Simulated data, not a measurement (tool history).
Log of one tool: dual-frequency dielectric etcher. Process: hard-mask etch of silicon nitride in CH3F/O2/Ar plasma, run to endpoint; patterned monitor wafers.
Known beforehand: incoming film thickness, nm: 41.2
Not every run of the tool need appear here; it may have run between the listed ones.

{"run": 1, "hour": 0.0, "source power (kW)": 0.52, "bias power (kW)": 0.08, "endpoint time (s)": 58.568}
{"run": 2, "hour": 8.2, "source power (kW)": 0.54, "bias power (kW)": 0.081, "endpoint time (s)": 57.334}
{"run": 3, "hour": 12.5, "source power (kW)": 0.56, "bias power (kW)": 0.081, "endpoint time (s)": 55.587}
{"run": 4, "hour": 17.8, "source power (kW)": 0.56, "bias power (kW)": 0.075, "endpoint time (s)": 57.804}
{"run": 5, "hour": 21.8, "source power (kW)": 0.56, "bias power (kW)": 0.089, "endpoint time (s)": 52.992}
{"run": 6, "hour": 30.7, "source power (kW)": 0.65, "bias power (kW)": 0.089, "endpoint time (s)": 49.032}
{"run": 7, "hour": 39.6, "source power (kW)": 0.64, "bias power (kW)": 0.089, "endpoint time (s)": 49.692}
{"run": 8, "hour": 48.3, "source power (kW)": 0.63, "bias power (kW)": 0.089, "endpoint time (s)": 50.12}
{"run": 9, "hour": 53.4, "source power (kW)": 0.62, "bias power (kW)": 0.089, "endpoint time (s)": 50.346}

Run 10 is up next; what results do you expect?
{"run": 10, "hour": 55.0, "source power (kW)": 0.61, "bias power (kW)": 0.089, "endpoint time (s)": "?"}

endpoint time (s): 50.530

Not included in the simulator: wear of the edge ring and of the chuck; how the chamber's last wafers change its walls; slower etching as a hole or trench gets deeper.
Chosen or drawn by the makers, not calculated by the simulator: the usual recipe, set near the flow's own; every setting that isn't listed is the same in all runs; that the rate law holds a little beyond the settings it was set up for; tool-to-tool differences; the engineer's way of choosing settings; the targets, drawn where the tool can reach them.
